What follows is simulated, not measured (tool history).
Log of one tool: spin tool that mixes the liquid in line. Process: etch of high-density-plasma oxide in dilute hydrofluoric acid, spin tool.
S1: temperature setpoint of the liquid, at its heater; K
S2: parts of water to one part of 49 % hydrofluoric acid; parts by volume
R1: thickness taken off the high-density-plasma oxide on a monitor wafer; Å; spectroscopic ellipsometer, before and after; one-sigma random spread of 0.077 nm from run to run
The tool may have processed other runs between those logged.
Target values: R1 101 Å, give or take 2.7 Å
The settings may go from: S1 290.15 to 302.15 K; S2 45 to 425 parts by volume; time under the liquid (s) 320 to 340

Run 1, day 0: S1 294.15 K, S2 235 parts by volume, time under the liquid (s) 320. Result: R1 51.685 Å.
Run 2, day 0.188: S1 295.65 K, S2 220 parts by volume, time under the liquid (s) 320. Result: R1 58.9 Å.
Run 3, day 0.3: S1 299.15 K, S2 220 parts by volume, time under the liquid (s) 320. Result: R1 67.946 Å.
Run 4, day 0.421: S1 299.15 K, S2 220 parts by volume, time under the liquid (s) 320. Result: R1 67.495 Å.
Run 5, day 0.562: S1 299.15 K, S2 220 parts by volume, time under the liquid (s) 340. Result: R1 71.347 Å.
Run 6, day 0.85: S1 299.15 K, S2 220 parts by volume, time under the liquid (s) 320. Result: R1 67.112 Å.
Run 7, day 1.217: S1 299.65 K, S2 210 parts by volume, time under the liquid (s) 320. Result: R1 72.802 Å.
Run 8, day 1.4: S1 300.15 K, S2 200 parts by volume, time under the liquid (s) 320. Result: R1 78.042 Å.
Run 9, day 1.492: S1 300.65 K, S2 195 parts by volume, time under the liquid (s) 320. Result: R1 82.337 Å.
Run 10, day 1.838: S1 301.15 K, S2 190 parts by volume, time under the liquid (s) 320. Result: R1 86.782 Å.
Run 11, day 2.175: S1 301.15 K, S2 185 parts by volume, time under the liquid (s) 320. Result: R1 89.791 Å.
Run 12, day 2.512: S1 301.15 K, S2 180 parts by volume, time under the liquid (s) 320. Result: R1 92.965 Å.

Which of these 5 next moves meets every target?
Run A, day 2.85: S1 302.15 K, S2 175 parts by volume, time under the liquid (s) 340. Result: R1 ?.
Run B, day 2.85: S1 301.15 K, S2 155 parts by volume, time under the liquid (s) 320. Result: R1 ?.
Run C, day 2.85: S1 299.65 K, S2 170 parts by volume, time under the liquid (s) 325. Result: R1 ?.
Run D, day 2.85: S1 301.15 K, S2 175 parts by volume, time under the liquid (s) 340. Result: R1 ?.
Run E, day 2.85: S1 302.15 K, S2 185 parts by volume, time under the liquid (s) 325. Result: R1 ?.

move      R1
   A  105.08
   B  110.41
   C  95.032
   D  101.38
   E  93.853
A: takes the result that was furthest off past its target
B: takes the result that was furthest off past its target
C: nearer than the last run, and not there yet
D: all results in spec
E: nearer than the last run, and not there yet
The move that meets every target is D.
